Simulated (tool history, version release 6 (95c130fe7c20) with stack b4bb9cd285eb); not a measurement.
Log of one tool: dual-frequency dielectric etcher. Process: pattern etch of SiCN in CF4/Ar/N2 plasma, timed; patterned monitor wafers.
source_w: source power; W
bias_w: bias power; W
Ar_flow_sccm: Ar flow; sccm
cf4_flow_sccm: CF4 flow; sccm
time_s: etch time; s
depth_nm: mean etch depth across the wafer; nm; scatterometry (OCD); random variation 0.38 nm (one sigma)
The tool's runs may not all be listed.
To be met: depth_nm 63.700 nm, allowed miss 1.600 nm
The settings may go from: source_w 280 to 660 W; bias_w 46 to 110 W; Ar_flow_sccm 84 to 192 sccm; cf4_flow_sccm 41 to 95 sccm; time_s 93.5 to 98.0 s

run 1 hour=0.0 | source_w=470 bias_w=78 Ar_flow_sccm=138 cf4_flow_sccm=68 time_s=93.5 | depth_nm=80.112
run 2 hour=7.4 | source_w=460 bias_w=78 Ar_flow_sccm=138 cf4_flow_sccm=68 time_s=93.5 | depth_nm=77.854
run 3 hour=15.9 | source_w=460 bias_w=78 Ar_flow_sccm=153 cf4_flow_sccm=68 time_s=93.5 | depth_nm=77.535
run 4 hour=16.7 | source_w=460 bias_w=78 Ar_flow_sccm=153 cf4_flow_sccm=78 time_s=93.5 | depth_nm=78.350
run 5 hour=25.0 | source_w=450 bias_w=78 Ar_flow_sccm=153 cf4_flow_sccm=78 time_s=93.5 | depth_nm=77.088
run 6 hour=31.2 | source_w=450 bias_w=78 Ar_flow_sccm=153 cf4_flow_sccm=78 time_s=93.5 | depth_nm=77.334
run 7 hour=37.5 | source_w=440 bias_w=78 Ar_flow_sccm=153 cf4_flow_sccm=78 time_s=93.5 | depth_nm=74.531
run 8 hour=43.9 | source_w=430 bias_w=78 Ar_flow_sccm=153 cf4_flow_sccm=78 time_s=93.5 | depth_nm=73.610
run 9 hour=48.4 | source_w=420 bias_w=78 Ar_flow_sccm=153 cf4_flow_sccm=78 time_s=93.5 | depth_nm=71.228
run 10 hour=54.5 | source_w=390 bias_w=78 Ar_flow_sccm=153 cf4_flow_sccm=78 time_s=93.5 | depth_nm=67.682

4 next moves are on the table. One of them brings every result within its allowed miss. Which?
run A hour=60.6 | source_w=410 bias_w=79 Ar_flow_sccm=156 cf4_flow_sccm=67 time_s=98.0 | depth_nm=?
run B hour=60.6 | source_w=410 bias_w=82 Ar_flow_sccm=134 cf4_flow_sccm=84 time_s=97.0 | depth_nm=?
run C hour=60.6 | source_w=380 bias_w=71 Ar_flow_sccm=145 cf4_flow_sccm=79 time_s=94.5 | depth_nm=?
run D hour=60.6 | source_w=440 bias_w=75 Ar_flow_sccm=161 cf4_flow_sccm=77 time_s=96.0 | depth_nm=?

move=A depth_nm=72.998
move=B depth_nm=77.021
move=C depth_nm=63.747
move=D depth_nm=75.754
A: further off than the last run
B: further off than the last run
C: meets every target
D: further off than the last run
The right move is C.

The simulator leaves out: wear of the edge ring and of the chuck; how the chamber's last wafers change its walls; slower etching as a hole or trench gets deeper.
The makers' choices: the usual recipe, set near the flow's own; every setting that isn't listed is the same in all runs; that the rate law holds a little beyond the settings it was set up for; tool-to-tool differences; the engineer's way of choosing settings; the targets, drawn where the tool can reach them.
